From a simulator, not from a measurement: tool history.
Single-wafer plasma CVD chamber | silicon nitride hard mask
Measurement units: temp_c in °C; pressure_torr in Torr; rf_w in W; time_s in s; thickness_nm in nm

{"run": 1, "day": 0.0, "temp_c": 395, "pressure_torr": 2.07, "rf_w": 295, "time_s": 20.6, "thickness_nm": 26.323}
{"run": 2, "day": 0.204, "temp_c": 395, "pressure_torr": 1.92, "rf_w": 275, "time_s": 20.5, "thickness_nm": 24.033}
{"run": 3, "day": 0.417, "temp_c": 395, "pressure_torr": 2.21, "rf_w": 275, "time_s": 20.5, "thickness_nm": 24.675}
{"run": 4, "day": 0.738, "temp_c": 395, "pressure_torr": 2.21, "rf_w": 275, "time_s": 19.5, "thickness_nm": 23.579}
{"run": 5, "day": 0.925, "temp_c": 395, "pressure_torr": 1.85, "rf_w": 275, "time_s": 19.5, "thickness_nm": 22.855}
{"run": 6, "day": 1.117, "temp_c": 395, "pressure_torr": 1.64, "rf_w": 275, "time_s": 19.5, "thickness_nm": 22.208}
{"run": 7, "day": 1.483, "temp_c": 395, "pressure_torr": 1.64, "rf_w": 275, "time_s": 19.5, "thickness_nm": 22.234}
{"run": 8, "day": 1.562, "temp_c": 395, "pressure_torr": 1.24, "rf_w": 235, "time_s": 19.5, "thickness_nm": 17.417}
{"run": 9, "day": 1.8, "temp_c": 395, "pressure_torr": 1.38, "rf_w": 235, "time_s": 19.5, "thickness_nm": 17.902}
{"run": 10, "day": 2.1, "temp_c": 395, "pressure_torr": 1.5, "rf_w": 235, "time_s": 19.5, "thickness_nm": 18.065}
{"run": 11, "day": 2.125, "temp_c": 395, "pressure_torr": 1.91, "rf_w": 250, "time_s": 19.5, "thickness_nm": 20.652}

Run 12 is up next; what results do you expect?
{"run": 12, "day": 2.329, "temp_c": 395, "pressure_torr": 1.85, "rf_w": 250, "time_s": 19.5, "thickness_nm": "?"}

thickness_nm: 20.689 nm
